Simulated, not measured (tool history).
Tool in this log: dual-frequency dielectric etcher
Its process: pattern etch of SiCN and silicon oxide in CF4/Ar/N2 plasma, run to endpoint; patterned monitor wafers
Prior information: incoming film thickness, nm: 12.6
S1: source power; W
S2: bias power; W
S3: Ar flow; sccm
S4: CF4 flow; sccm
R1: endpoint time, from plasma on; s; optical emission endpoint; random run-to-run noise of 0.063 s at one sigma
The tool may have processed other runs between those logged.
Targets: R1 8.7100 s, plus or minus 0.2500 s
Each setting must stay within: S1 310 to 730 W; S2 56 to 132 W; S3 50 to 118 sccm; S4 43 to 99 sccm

run  hour   S1  S2  S3  S4       R1
  1   0.0  520  94  84  71  10.9260
  2   5.5  520  79  84  71  11.6610
  3   8.0  520  62  84  71  13.1720
  4  10.6  520  62  84  61  13.2890
  5  15.6  470  62  84  61  15.1370
  6  18.8  550  62  84  61  12.4990
  7  26.6  580  62  84  61  11.6840
  8  31.6  600  62  84  61  11.3740

Which one of the following 4 next-run settings gets every result inside its allowed miss? There is exactly one.
  A  36.6  440  56  89  49   ?
  B  36.6  730  64  79  68   ?
  C  36.6  550  56  93  56   ?
  D  36.6  450  56  90  59   ?

move       R1
   A  17.8760
   B   8.8459
   C  13.6740
   D  16.9800
A: its largest miss is bigger than the last run's
B: each result inside its tolerance
C: its largest miss is bigger than the last run's
D: its largest miss is bigger than the last run's
B meets every target.
